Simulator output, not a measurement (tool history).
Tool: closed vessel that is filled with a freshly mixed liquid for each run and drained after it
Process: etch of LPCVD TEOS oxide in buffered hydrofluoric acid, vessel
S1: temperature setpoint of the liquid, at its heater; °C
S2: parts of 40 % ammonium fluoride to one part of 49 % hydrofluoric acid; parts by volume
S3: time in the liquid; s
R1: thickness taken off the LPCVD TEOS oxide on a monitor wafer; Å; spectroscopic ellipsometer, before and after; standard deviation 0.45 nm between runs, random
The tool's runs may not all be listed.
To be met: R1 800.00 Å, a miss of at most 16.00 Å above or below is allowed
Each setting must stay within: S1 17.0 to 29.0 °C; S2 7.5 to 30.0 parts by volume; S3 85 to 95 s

run  hour    S1    S2  S3       R1
  1   0.0  21.0  20.5  85  1221.10
  2   0.7  21.0  20.5  85  1230.40
  3   3.8  21.0  23.5  85  1125.00
  4   6.3  18.0  23.5  85   950.47
  5  14.4  17.0  23.5  85   889.49
  6  18.3  17.0  24.0  85   884.05
  7  26.2  17.0  24.0  85   879.17
  8  27.5  17.0  24.5  85   867.91
  9  35.9  17.0  25.0  85   859.23
 10  43.7  17.0  25.5  85   843.92
 11  45.2  17.0  26.0  85   828.03
 12  47.9  17.0  26.5  85   822.61

Which single option among these 5 for the next run brings every result within its allowed miss of target? Just one does.
  A  50.6  17.0  27.5  85   ?
  B  50.6  17.0  25.0  85   ?
  C  50.6  18.5  28.0  85   ?
  D  50.6  17.0  26.0  85   ?
  E  50.6  17.0  25.5  85   ?

move      R1
   A  795.57
   B  849.90
   C  856.00
   D  827.11
   E  838.31
A: all results land within tolerance of their targets
B: lands further from the targets than the last run did
C: lands further from the targets than the last run did
D: lands further from the targets than the last run did
E: lands further from the targets than the last run did
The move that meets every target is A.
